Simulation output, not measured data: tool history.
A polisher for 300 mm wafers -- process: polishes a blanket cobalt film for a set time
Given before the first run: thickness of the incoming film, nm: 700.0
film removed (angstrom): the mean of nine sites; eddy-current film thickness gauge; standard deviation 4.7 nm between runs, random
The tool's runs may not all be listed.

| run | day | flow of slurry (ml/min) | pressure of the wafer on the pad (kPa) | speed of the pad under the wafer (m/s) | polishing time (s) | film removed (angstrom) |
|---|---|---|---|---|---|---|
| 1 | 0.000 | 200 | 10.3 | 1.16 | 61 | 2601.5 |
| 2 | 0.325 | 200 | 10.3 | 1.40 | 61 | 3051.2 |
| 3 | 0.350 | 200 | 11.0 | 1.40 | 61 | 3153.0 |
| 4 | 0.462 | 200 | 9.7 | 1.40 | 61 | 2895.9 |
| 5 | 0.800 | 200 | 7.6 | 1.40 | 61 | 2575.1 |
| 6 | 0.979 | 200 | 9.0 | 1.42 | 61 | 2804.1 |

Run 7 comes next. What will it give?
| 7 | 1.250 | 200 | 9.7 | 1.44 | 61 | ? |

film removed (angstrom): 2911.1

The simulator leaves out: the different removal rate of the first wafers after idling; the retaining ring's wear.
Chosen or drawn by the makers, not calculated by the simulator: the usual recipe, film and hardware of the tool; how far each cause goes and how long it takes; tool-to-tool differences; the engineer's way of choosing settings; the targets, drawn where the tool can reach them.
